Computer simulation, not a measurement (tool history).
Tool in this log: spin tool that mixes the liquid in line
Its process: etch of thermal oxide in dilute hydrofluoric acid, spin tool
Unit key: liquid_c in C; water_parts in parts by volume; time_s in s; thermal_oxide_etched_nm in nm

run,hour,liquid_c,water_parts,time_s,thermal_oxide_etched_nm
1,0,22,85,285,15.84
2,1.5,22,85,285,15.584
3,4.9,25.5,85,285,18.161
4,6.5,26,85,285,18.483
5,7.4,26,65,285,24.811
6,8.6,27.5,65,285,26.232
7,15.5,26,65,285,25.121
8,23.9,24.5,65,285,23.406
9,26.6,23.5,65,285,22.526
10,34.6,23,65,285,21.973
11,43.6,22.5,65,285,21.778

What does the tool deliver on the next run?
12,46.1,22,65,285,?

thermal_oxide_etched_nm: 21.22 nm
